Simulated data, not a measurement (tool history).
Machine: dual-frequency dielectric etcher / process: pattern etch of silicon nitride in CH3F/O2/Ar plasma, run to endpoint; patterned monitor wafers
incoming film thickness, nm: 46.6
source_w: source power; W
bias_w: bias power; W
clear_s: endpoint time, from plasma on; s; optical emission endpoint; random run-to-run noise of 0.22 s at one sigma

run	hour	source_w	bias_w	clear_s
1	0.0	510	74	64.092
2	3.8	550	75	63.378
3	11.7	590	75	61.520
4	14.5	590	64	66.548
5	20.9	630	64	65.437
6	28.3	630	69	63.187

The next listed run, before its measurement:
7	31.0	650	73	?

For run 7 the tool returned clear_s 61.042 s.

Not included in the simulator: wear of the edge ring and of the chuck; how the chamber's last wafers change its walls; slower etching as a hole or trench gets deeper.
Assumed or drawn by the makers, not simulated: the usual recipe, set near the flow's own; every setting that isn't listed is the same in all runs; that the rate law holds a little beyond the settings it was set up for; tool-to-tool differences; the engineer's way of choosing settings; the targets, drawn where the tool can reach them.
